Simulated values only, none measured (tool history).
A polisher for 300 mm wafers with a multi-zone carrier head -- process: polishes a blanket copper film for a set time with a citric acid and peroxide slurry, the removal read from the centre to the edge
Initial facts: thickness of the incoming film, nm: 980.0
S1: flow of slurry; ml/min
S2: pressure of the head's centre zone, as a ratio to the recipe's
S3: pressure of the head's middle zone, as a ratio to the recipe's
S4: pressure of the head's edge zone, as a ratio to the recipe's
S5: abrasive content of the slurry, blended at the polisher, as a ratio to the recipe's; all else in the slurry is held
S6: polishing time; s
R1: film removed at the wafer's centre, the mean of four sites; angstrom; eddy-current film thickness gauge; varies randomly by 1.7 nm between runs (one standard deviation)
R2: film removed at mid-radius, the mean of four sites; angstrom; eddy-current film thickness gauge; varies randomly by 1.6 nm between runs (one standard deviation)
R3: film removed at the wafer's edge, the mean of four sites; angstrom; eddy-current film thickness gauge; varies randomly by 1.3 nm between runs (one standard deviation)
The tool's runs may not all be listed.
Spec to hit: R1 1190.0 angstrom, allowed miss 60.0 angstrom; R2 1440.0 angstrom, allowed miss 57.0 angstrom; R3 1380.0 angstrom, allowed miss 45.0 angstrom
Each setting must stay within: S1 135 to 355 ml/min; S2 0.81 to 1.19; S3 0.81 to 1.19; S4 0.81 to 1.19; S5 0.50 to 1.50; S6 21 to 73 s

run    day   S1    S2    S3    S4    S5  S6      R1      R2      R3
  1  0.000  225  1.00  1.00  1.00  1.00  47  1130.1  1138.8  1159.9
  2  0.354  225  1.00  0.97  1.00  1.00  47  1158.8  1110.3  1153.5
  3  0.546  230  1.00  1.00  1.02  1.05  47  1174.6  1152.5  1179.0
  4  0.892  230  1.00  1.00  0.94  1.05  47  1193.4  1169.4  1132.5
  5  1.100  235  0.99  1.02  0.97  1.10  47  1177.0  1204.8  1202.6
  6  1.333  245  0.99  1.04  0.97  1.10  47  1203.5  1237.6  1191.0
  7  1.662  250  0.98  1.05  0.99  1.15  47  1196.1  1244.8  1222.2
  8  1.879  255  0.97  1.07  1.00  1.20  47  1183.7  1285.7  1230.4
  9  2.050  260  0.96  1.08  1.01  1.25  47  1238.4  1290.5  1245.7
 10  2.092  260  0.94  1.09  1.03  1.25  47  1197.1  1307.4  1273.0
 11  2.262  265  0.93  1.10  1.04  1.25  47  1140.9  1314.6  1290.0
 12  2.496  270  0.93  1.11  1.05  1.25  47  1149.8  1346.1  1278.1
 13  2.662  270  0.93  1.11  1.06  1.25  47  1168.5  1319.4  1294.3

Consider the 4 candidate settings below. Which is the only one whose results all fall within their allowed miss of target?
  A  2.829  250  0.93  1.09  1.14  1.15  50   ?   ?   ?
  B  2.829  250  0.90  1.17  0.96  1.20  50   ?   ?   ?
  C  2.829  310  0.90  1.17  1.08  1.30  49   ?   ?   ?
  D  2.829  225  1.10  1.05  1.05  1.30  47   ?   ?   ?

move      R1      R2      R3
   A  1197.9  1330.8  1380.7
   B  1173.9  1405.5  1285.8
   C  1204.9  1439.1  1383.8
   D  1349.5  1246.2  1275.7
A: better than the last run, though not everything is in spec
B: meets the target for the result that was furthest off, but another lies outside its allowed miss
C: in spec on every target
D: lands further from the targets than the last run did
Answer: C
